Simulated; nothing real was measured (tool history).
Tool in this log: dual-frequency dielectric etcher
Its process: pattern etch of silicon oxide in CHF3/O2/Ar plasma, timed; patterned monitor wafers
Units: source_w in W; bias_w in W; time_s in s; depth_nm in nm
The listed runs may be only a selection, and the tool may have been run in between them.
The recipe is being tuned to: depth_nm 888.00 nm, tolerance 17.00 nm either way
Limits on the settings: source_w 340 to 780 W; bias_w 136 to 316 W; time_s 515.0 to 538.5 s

| run | hour | source_w | bias_w | time_s | depth_nm |
|---|---|---|---|---|---|
| 1 | 0.0 | 560 | 226 | 515.0 | 1038.90 |
| 2 | 2.6 | 560 | 226 | 538.5 | 1101.80 |
| 3 | 8.5 | 560 | 256 | 538.5 | 1145.90 |
| 4 | 15.8 | 660 | 256 | 538.5 | 1204.30 |
| 5 | 24.4 | 660 | 272 | 538.5 | 1226.40 |
| 6 | 30.8 | 660 | 236 | 538.5 | 1171.50 |
| 7 | 31.5 | 610 | 213 | 535.0 | 1106.80 |
| 8 | 33.6 | 500 | 168 | 518.0 | 935.18 |
| 9 | 36.2 | 480 | 166 | 518.0 | 911.36 |

4 next moves are on the table. One of them brings every result within its allowed miss. Which?
| A | 38.8 | 410 | 137 | 528.0 | ? |
| B | 38.8 | 420 | 164 | 532.0 | ? |
| C | 38.8 | 430 | 139 | 521.5 | ? |
| D | 38.8 | 340 | 195 | 515.0 | ? |

| move | depth_nm |
|---|---|
| A | 842.70 |
| B | 900.90 |
| C | 849.27 |
| D | 857.05 |
A: pushes the last run's worst result past its target
B: in spec on every target
C: pushes the last run's worst result past its target
D: pushes the last run's worst result past its target
So the answer is move B, the one that meets all the targets.
